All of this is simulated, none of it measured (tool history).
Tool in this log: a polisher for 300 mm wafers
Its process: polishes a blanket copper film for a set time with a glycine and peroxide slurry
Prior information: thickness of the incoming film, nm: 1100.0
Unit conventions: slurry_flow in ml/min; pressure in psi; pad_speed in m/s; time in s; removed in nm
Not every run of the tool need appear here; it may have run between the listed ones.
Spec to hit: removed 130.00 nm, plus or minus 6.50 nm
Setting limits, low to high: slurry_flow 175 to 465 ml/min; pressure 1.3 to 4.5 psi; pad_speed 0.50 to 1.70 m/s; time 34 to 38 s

| run | hour | slurry_flow | pressure | pad_speed | time | removed |
|---|---|---|---|---|---|---|
| 1 | 0.0 | 295 | 2.9 | 1.10 | 38 | 170.12 |
| 2 | 2.1 | 270 | 2.9 | 1.10 | 38 | 168.12 |
| 3 | 4.6 | 270 | 2.8 | 1.10 | 38 | 160.93 |
| 4 | 8.5 | 270 | 3.2 | 1.10 | 38 | 181.58 |
| 5 | 16.7 | 270 | 3.2 | 1.10 | 34 | 165.55 |
| 6 | 21.3 | 270 | 3.1 | 1.10 | 34 | 156.39 |
| 7 | 29.0 | 265 | 3.0 | 1.10 | 34 | 158.01 |
| 8 | 37.7 | 265 | 2.9 | 1.10 | 34 | 152.56 |
| 9 | 45.2 | 265 | 2.8 | 1.10 | 34 | 146.33 |
| 10 | 49.8 | 260 | 2.7 | 1.10 | 34 | 139.78 |

Pick the move, out of 5, that brings all results within their allowed miss; only one does.
| A | 54.4 | 240 | 1.9 | 1.30 | 34 | ? |
| B | 54.4 | 240 | 2.5 | 1.26 | 35 | ? |
| C | 54.4 | 215 | 2.7 | 1.04 | 34 | ? |
| D | 54.4 | 200 | 3.1 | 0.66 | 38 | ? |
| E | 54.4 | 250 | 2.4 | 0.92 | 34 | ? |

| move | removed |
|---|---|
| A | 119.56 |
| B | 150.49 |
| C | 131.46 |
| D | 114.39 |
| E | 110.86 |
A: the result that was furthest off in the last run now lies on the other side of its target
B: the biggest miss grows against the last run
C: meets every target
D: the result that was furthest off in the last run now lies on the other side of its target
E: the result that was furthest off in the last run now lies on the other side of its target
Move C is the one to make.
